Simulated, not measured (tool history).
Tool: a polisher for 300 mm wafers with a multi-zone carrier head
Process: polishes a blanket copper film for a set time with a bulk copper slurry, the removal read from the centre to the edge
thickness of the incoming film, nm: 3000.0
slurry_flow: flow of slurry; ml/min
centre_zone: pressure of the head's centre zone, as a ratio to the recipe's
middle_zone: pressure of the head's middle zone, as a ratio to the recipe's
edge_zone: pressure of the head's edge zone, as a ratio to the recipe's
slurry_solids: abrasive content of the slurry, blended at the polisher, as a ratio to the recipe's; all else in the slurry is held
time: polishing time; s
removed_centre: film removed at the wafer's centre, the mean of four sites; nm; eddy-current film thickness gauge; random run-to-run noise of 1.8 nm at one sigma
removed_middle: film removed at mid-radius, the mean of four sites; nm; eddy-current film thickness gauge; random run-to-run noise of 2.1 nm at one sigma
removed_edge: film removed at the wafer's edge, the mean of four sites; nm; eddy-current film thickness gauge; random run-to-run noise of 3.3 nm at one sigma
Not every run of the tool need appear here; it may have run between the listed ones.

run  hour  slurry_flow  centre_zone  middle_zone  edge_zone  slurry_solids  time  removed_centre  removed_middle  removed_edge
  1   0.0          170         1.00         1.00       1.00           1.00    39          223.68          224.98        225.39
  2   8.8          185         1.04         1.01       1.04           1.05    39          237.39          232.86        227.93
  3   9.9          185         1.04         1.01       1.04           1.05    34          207.43          201.13        205.76
  4  11.1          185         1.04         1.04       1.04           1.05    34          205.22          205.11        206.06
  5  16.8          190         1.06         1.03       1.07           1.15    35          223.08          215.42        217.46
  6  18.2          195         1.08         1.03       1.10           1.25    36          238.75          225.62        232.66
  7  21.4          205         1.10         1.04       1.12           1.30    36          243.28          229.35        235.11

Run 8, settings as shown, results not yet in. Your forecast:
  8  22.5          210         1.12         1.04       1.13           1.35    37               ?               ?             ?

{"run 8": {"removed_centre": 260.13, "removed_middle": 240.78, "removed_edge": 244.81}}
